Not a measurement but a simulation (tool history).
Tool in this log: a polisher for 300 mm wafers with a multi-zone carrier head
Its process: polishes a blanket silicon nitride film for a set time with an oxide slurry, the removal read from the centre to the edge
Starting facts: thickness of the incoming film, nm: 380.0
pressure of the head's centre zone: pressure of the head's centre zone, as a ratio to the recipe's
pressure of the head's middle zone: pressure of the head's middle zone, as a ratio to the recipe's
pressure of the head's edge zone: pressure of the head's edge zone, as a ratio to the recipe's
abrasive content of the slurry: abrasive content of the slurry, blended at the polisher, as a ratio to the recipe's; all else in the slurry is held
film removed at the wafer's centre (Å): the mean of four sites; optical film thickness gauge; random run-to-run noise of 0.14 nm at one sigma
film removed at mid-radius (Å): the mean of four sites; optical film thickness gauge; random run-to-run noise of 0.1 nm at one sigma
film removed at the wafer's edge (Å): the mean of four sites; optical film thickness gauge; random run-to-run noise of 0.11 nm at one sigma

run    day  flow of slurry (ml/min)  pressure of the head's centre zone  pressure of the head's middle zone  pressure of the head's edge zone  abrasive content of the slurry  polishing time (s)  film removed at the wafer's centre (Å)  film removed at mid-radius (Å)  film removed at the wafer's edge (Å)
  1  0.000                      250                                1.00                                1.00                              1.00                            1.00                  69                                  301.61                          296.88                                302.19
  2  0.188                      250                                1.00                                0.94                              1.00                            1.00                  69                                  302.88                          278.27                                301.63
  3  0.508                      240                                0.97                                0.91                              0.96                            0.90                  66                                  260.94                          250.62                                265.67
  4  0.771                      240                                0.97                                0.94                              0.96                            0.90                  66                                  265.62                          257.67                                268.69
  5  0.954                      240                                0.97                                0.94                              0.88                            0.90                  66                                  266.81                          256.39                                256.96
  6  1.267                      200                                0.97                                0.94                              0.88                            0.90                  66                                  262.85                          253.83                                251.99
  7  1.358                      200                                0.97                                0.91                              0.90                            0.80                  63                                  233.55                          216.47                                228.57
  8  1.554                      200                                0.97                                0.91                              0.90                            0.80                  63                                  233.94                          217.37                                226.72
  9  1.608                      190                                0.95                                0.89                              0.90                            0.75                  63                                  217.94                          205.88                                218.07
 10  1.829                      170                                0.92                                0.81                              0.88                            0.50                  59                                  147.27                          130.95                                153.60
 11  1.862                      200                                0.93                                0.83                              0.90                            0.50                  59                                  151.17                          137.91                                157.04
 12  2.046                      195                                0.95                                0.85                              0.94                            0.50                  59                                  155.21                          140.48                                157.92
 13  2.212                      265                                0.95                                0.90                              1.04                            0.60                  59                                  183.94                          173.77                                194.96

Run 14 comes next. What will it give?
 14  2.500                      195                                0.97                                0.89                              1.00                            0.60                  59                                       ?                               ?                                     ?

{"run 14": {"film removed at the wafer's centre (Å)": 180.2, "film removed at mid-radius (Å)": 165.98, "film removed at the wafer's edge (Å)": 186.44}}
